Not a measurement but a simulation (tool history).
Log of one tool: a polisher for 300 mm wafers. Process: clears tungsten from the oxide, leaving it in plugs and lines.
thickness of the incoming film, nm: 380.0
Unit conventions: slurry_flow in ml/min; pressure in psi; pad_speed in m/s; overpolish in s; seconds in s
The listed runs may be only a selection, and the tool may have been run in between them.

run    day  slurry_flow  pressure  pad_speed  slurry_solids  overpolish  seconds
  1  0.000          315       4.3       1.32            1.0          44   53.978
  2  0.346          315       4.3       1.50            1.0          44   47.981
  3  0.546          315       5.4       1.50            1.0          44   39.555
  4  0.825          315       5.4       1.50            1.0          47   38.933
  5  1.175          270       5.4       1.50            1.0          47   40.278
  6  1.338          280       5.6       1.50            1.0          47   37.793

Run 7 comes next. What will it give?
  7  1.679          280       5.8       1.50            1.0          47        ?

Logged for run 7: seconds 37.085 s.
